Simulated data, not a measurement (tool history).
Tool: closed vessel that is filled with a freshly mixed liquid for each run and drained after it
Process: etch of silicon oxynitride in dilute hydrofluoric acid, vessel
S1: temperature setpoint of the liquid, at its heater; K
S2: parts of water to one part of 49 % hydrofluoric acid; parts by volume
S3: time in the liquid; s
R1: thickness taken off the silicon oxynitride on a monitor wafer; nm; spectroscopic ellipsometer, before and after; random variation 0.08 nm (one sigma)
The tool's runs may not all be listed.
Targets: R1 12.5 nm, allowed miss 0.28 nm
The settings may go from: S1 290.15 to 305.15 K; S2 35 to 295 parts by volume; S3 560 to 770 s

{"run": 1, "hour": 0.0, "S1": 297.15, "S2": 165, "S3": 770, "R1": 7.1975}
{"run": 2, "hour": 3.2, "S1": 298.15, "S2": 160, "S3": 770, "R1": 7.8233}
{"run": 3, "hour": 7.5, "S1": 296.15, "S2": 160, "S3": 770, "R1": 7.0842}
{"run": 4, "hour": 11.5, "S1": 296.15, "S2": 160, "S3": 770, "R1": 7.1898}
{"run": 5, "hour": 20.0, "S1": 296.15, "S2": 195, "S3": 770, "R1": 5.698}
{"run": 6, "hour": 26.2, "S1": 297.65, "S2": 195, "S3": 770, "R1": 6.0568}
{"run": 7, "hour": 28.7, "S1": 297.65, "S2": 195, "S3": 770, "R1": 6.0105}
{"run": 8, "hour": 29.4, "S1": 298.65, "S2": 185, "S3": 770, "R1": 6.6688}
{"run": 9, "hour": 33.7, "S1": 299.65, "S2": 175, "S3": 770, "R1": 7.4923}
{"run": 10, "hour": 34.6, "S1": 300.15, "S2": 170, "S3": 770, "R1": 7.8672}
{"run": 11, "hour": 43.5, "S1": 300.65, "S2": 165, "S3": 770, "R1": 8.2354}
{"run": 12, "hour": 50.4, "S1": 301.15, "S2": 160, "S3": 770, "R1": 8.8131}
{"run": 13, "hour": 58.6, "S1": 301.15, "S2": 160, "S3": 770, "R1": 8.869}
{"run": 14, "hour": 65.9, "S1": 301.65, "S2": 155, "S3": 770, "R1": 9.4029}
{"run": 15, "hour": 66.5, "S1": 302.15, "S2": 150, "S3": 770, "R1": 9.9957}
{"run": 16, "hour": 72.0, "S1": 305.15, "S2": 135, "S3": 770, "R1": 12.777}

4 next moves are on the table. One of them brings every result within its allowed miss. Which?
{"run": "A", "hour": 77.5, "S1": 301.65, "S2": 115, "S3": 770, "R1": "?"}
{"run": "B", "hour": 77.5, "S1": 303.65, "S2": 130, "S3": 770, "R1": "?"}
{"run": "C", "hour": 77.5, "S1": 304.15, "S2": 120, "S3": 730, "R1": "?"}
{"run": "D", "hour": 77.5, "S1": 304.65, "S2": 95, "S3": 560, "R1": "?"}

move=A R1=13.099
move=B R1=12.478
move=C R1=13.232
move=D R1=13.456
A: further off than the last run
B: meets every target
C: further off than the last run
D: further off than the last run
Move B is the one to make.
